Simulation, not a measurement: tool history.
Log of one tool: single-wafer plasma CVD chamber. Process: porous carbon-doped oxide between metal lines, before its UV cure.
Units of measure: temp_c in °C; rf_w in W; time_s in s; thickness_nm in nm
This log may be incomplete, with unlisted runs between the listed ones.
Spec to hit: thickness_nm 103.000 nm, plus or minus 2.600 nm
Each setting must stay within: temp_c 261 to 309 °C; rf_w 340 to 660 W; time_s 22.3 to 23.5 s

run 1 day=0.000 | temp_c=285 rf_w=500 time_s=23.5 | thickness_nm=131.180
run 2 day=0.275 | temp_c=285 rf_w=500 time_s=23.5 | thickness_nm=130.740
run 3 day=0.625 | temp_c=285 rf_w=500 time_s=23.5 | thickness_nm=130.550
run 4 day=0.667 | temp_c=288 rf_w=490 time_s=23.4 | thickness_nm=124.570
run 5 day=0.946 | temp_c=291 rf_w=485 time_s=23.4 | thickness_nm=121.680
run 6 day=1.062 | temp_c=291 rf_w=485 time_s=23.5 | thickness_nm=122.100
run 7 day=1.371 | temp_c=293 rf_w=480 time_s=23.5 | thickness_nm=120.370
run 8 day=1.525 | temp_c=295 rf_w=475 time_s=23.5 | thickness_nm=117.130
run 9 day=1.829 | temp_c=297 rf_w=470 time_s=23.5 | thickness_nm=114.760
run 10 day=1.975 | temp_c=298 rf_w=465 time_s=23.5 | thickness_nm=112.730
run 11 day=2.142 | temp_c=308 rf_w=435 time_s=23.3 | thickness_nm=99.179

Below are 5 possible settings for the next run. Only one of them brings all results inside the allowed miss of their targets. Which is it?
run A day=2.308 | temp_c=299 rf_w=420 time_s=23.5 | thickness_nm=?
run B day=2.308 | temp_c=309 rf_w=440 time_s=22.7 | thickness_nm=?
run C day=2.308 | temp_c=309 rf_w=425 time_s=22.3 | thickness_nm=?
run D day=2.308 | temp_c=309 rf_w=430 time_s=22.5 | thickness_nm=?
run E day=2.308 | temp_c=308 rf_w=405 time_s=23.2 | thickness_nm=?

move=A thickness_nm=102.140
move=B thickness_nm=96.880
move=C thickness_nm=92.237
move=D thickness_nm=94.046
move=E thickness_nm=92.191
A: each result inside its tolerance
B: lands further from the targets than the last run did
C: lands further from the targets than the last run did
D: lands further from the targets than the last run did
E: lands further from the targets than the last run did
The right move is A.
